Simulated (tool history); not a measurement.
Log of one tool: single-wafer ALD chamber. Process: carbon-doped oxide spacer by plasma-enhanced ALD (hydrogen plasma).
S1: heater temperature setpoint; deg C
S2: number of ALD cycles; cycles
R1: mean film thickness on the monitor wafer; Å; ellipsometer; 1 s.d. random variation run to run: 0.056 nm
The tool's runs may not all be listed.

run 1 hour=0.0 | S1=405 S2=459 | R1=223.20
run 2 hour=7.9 | S1=401 S2=459 | R1=223.72
run 3 hour=14.5 | S1=396 S2=459 | R1=226.83
run 4 hour=15.2 | S1=398 S2=425 | R1=211.81
run 5 hour=16.1 | S1=404 S2=425 | R1=206.07
run 6 hour=19.9 | S1=395 S2=425 | R1=209.97
run 7 hour=22.8 | S1=396 S2=399 | R1=197.23
run 8 hour=26.7 | S1=408 S2=335 | R1=159.54

For run 9, what comes out?
run 9 hour=32.2 | S1=406 S2=338 | R1=?

R1: 163.06 Å
